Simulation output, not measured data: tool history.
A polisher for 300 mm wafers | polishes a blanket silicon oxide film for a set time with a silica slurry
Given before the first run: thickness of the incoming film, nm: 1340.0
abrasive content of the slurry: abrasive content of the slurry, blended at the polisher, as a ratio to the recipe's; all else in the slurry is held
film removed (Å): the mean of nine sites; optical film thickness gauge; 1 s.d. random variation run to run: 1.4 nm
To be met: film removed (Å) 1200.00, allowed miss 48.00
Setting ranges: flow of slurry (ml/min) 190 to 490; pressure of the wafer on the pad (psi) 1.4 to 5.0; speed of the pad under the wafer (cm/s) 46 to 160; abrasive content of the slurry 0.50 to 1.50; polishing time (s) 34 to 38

run    day  flow of slurry (ml/min)  pressure of the wafer on the pad (psi)  speed of the pad under the wafer (cm/s)  abrasive content of the slurry  polishing time (s)  film removed (Å)
  1  0.000                      315                                     3.2                                      102                            1.00                  38            816.80
  2  0.200                      315                                     3.4                                      102                            1.00                  38            864.02
  3  0.354                      315                                     3.4                                      102                            1.10                  38            891.67
  4  0.488                      315                                     3.6                                      102                            1.10                  38            954.63
  5  0.733                      315                                     3.7                                      102                            1.10                  38            981.34
  6  1.029                      350                                     3.7                                      102                            1.10                  38            993.90
  7  1.188                      350                                     3.7                                      102                            1.10                  38            976.42
  8  1.512                      350                                     3.8                                      102                            1.10                  38           1017.00
  9  1.662                      350                                     3.9                                      102                            1.10                  38           1040.10
 10  1.950                      350                                     4.0                                      102                            1.10                  38           1071.50
 11  2.283                      350                                     4.1                                      102                            1.10                  38           1073.40
 12  2.362                      350                                     4.2                                      102                            1.10                  38           1109.30

Consider the 4 candidate settings below. Which is the only one whose results all fall within their allowed miss of target?
  A  2.442                      315                                     4.4                                      132                            1.05                  38                 ?
  B  2.442                      395                                     4.1                                      116                            1.10                  35                 ?
  C  2.442                      330                                     4.6                                      104                            0.90                  37                 ?
  D  2.442                      345                                     4.6                                      124                            0.75                  38                 ?

move  film removed (Å)
   A           1345.10
   B           1097.70
   C           1105.00
   D           1194.70
A: pushes the last run's worst result past its target
B: the biggest miss grows against the last run
C: about the same distance from the targets as the last run
D: each result inside its tolerance
The right move is D.

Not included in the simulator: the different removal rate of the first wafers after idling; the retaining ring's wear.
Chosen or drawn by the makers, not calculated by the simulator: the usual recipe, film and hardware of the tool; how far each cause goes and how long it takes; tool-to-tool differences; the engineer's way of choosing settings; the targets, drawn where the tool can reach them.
